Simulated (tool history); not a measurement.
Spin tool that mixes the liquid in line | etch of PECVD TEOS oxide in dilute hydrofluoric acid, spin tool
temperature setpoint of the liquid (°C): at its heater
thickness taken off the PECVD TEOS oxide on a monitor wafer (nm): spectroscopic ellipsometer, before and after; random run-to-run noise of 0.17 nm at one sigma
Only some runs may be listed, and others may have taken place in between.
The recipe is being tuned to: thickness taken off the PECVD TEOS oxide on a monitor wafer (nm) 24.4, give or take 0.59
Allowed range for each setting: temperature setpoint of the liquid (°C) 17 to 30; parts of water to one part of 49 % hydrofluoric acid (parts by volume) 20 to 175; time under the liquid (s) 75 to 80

| run | hour | temperature setpoint of the liquid (°C) | parts of water to one part of 49 % hydrofluoric acid (parts by volume) | time under the liquid (s) | thickness taken off the PECVD TEOS oxide on a monitor wafer (nm) |
|---|---|---|---|---|---|
| 1 | 0 | 22 | 95 | 75 | 9.0024 |
| 2 | 3 | 23 | 90 | 75 | 9.9253 |
| 3 | 11.2 | 23 | 90 | 75 | 10.029 |
| 4 | 18.7 | 23.5 | 85 | 75 | 10.797 |
| 5 | 24.8 | 23.5 | 85 | 75 | 10.737 |
| 6 | 26.5 | 21 | 85 | 75 | 9.7172 |
| 7 | 32 | 22 | 80 | 75 | 10.995 |
|  | 32.9 | hydrofluoric acid flow meter replaced |
| 8 | 32.9 | 23 | 75 | 75 | 13.292 |
| 9 | 38.9 | 23.5 | 75 | 75 | 13.576 |
| 10 | 44.5 | 27.5 | 40 | 75 | 31.311 |
| 11 | 52.1 | 23.5 | 40 | 75 | 26.579 |
| 12 | 55.3 | 23.5 | 40 | 75 | 26.867 |
| 13 | 61.4 | 22 | 40 | 75 | 25.056 |

Below are 4 possible settings for the next run. Only one of them brings all results inside the allowed miss of their targets. Which is it?
| A | 67.5 | 19.5 | 40 | 80 | ? |
| B | 67.5 | 21.5 | 40 | 80 | ? |
| C | 67.5 | 19.5 | 35 | 75 | ? |
| D | 67.5 | 24 | 45 | 80 | ? |

| move | thickness taken off the PECVD TEOS oxide on a monitor wafer (nm) |
|---|---|
| A | 24.223 |
| B | 26.377 |
| C | 26.108 |
| D | 25.862 |
A: hits every target within its allowed miss
B: misses by more than the last run did
C: misses by more than the last run did
D: misses by more than the last run did
A is the move that brings every result within its allowed miss.
